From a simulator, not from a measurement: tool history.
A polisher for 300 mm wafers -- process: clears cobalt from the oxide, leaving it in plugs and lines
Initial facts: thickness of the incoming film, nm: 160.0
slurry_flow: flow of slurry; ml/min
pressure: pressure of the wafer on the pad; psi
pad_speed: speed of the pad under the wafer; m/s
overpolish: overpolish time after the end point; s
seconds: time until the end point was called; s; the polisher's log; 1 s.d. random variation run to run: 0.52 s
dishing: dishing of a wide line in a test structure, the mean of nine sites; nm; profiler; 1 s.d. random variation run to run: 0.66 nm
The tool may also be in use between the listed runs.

| run | hour | slurry_flow | pressure | pad_speed | overpolish | seconds | dishing |
|---|---|---|---|---|---|---|---|
| 1 | 0.0 | 135 | 2.4 | 1.08 | 14 | 21.766 | 59.997 |
| 2 | 6.3 | 135 | 2.3 | 1.08 | 15 | 22.853 | 61.006 |
| 3 | 10.7 | 135 | 2.3 | 1.20 | 15 | 21.173 | 61.900 |
| 4 | 16.4 | 135 | 2.2 | 1.18 | 15 | 22.549 | 62.003 |
| 5 | 22.6 | 135 | 2.2 | 1.08 | 15 | 24.145 | 59.218 |
| 6 | 29.5 | 135 | 2.2 | 1.08 | 12 | 23.017 | 52.301 |

For run 7, what comes out?
| 7 | 30.4 | 135 | 2.2 | 1.08 | 13 | ? | ? |

seconds: 23.244 s
dishing: 54.933 nm
